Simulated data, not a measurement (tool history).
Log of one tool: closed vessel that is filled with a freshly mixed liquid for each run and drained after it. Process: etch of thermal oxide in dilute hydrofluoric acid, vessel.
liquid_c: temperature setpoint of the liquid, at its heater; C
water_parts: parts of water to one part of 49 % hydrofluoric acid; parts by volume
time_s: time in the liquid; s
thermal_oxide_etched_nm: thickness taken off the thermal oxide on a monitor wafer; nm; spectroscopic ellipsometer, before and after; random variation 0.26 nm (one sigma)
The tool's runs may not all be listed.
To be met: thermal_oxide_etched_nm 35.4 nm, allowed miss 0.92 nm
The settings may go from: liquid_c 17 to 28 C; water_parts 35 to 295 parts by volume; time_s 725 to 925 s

| run | hour | liquid_c | water_parts | time_s | thermal_oxide_etched_nm |
|---|---|---|---|---|---|
| 1 | 0 | 20 | 165 | 925 | 19.779 |
| 2 | 6.7 | 22.5 | 150 | 925 | 24.138 |
| 3 | 14.9 | 24 | 140 | 925 | 27.908 |
| 4 | 24.1 | 21.5 | 140 | 925 | 25.274 |
| 5 | 25.5 | 21.5 | 140 | 725 | 19.816 |
| 6 | 31.3 | 21.5 | 95 | 725 | 30.745 |
| 7 | 40.6 | 22.5 | 95 | 725 | 32.315 |
| 8 | 42.3 | 23 | 95 | 725 | 32.886 |
| 9 | 47.7 | 23.5 | 95 | 725 | 33.233 |
| 10 | 55.4 | 24 | 95 | 725 | 33.795 |

Which of these 4 next moves meets every target?
| A | 63.1 | 23 | 85 | 725 | ? |
| B | 63.1 | 26 | 115 | 815 | ? |
| C | 63.1 | 25 | 105 | 725 | ? |
| D | 63.1 | 23 | 110 | 920 | ? |

| move | thermal_oxide_etched_nm |
|---|---|
| A | 36.464 |
| B | 32.855 |
| C | 31.18 |
| D | 34.695 |
A: takes the result that was furthest off past its target
B: further off than the last run
C: further off than the last run
D: meets every target
The right move is D.

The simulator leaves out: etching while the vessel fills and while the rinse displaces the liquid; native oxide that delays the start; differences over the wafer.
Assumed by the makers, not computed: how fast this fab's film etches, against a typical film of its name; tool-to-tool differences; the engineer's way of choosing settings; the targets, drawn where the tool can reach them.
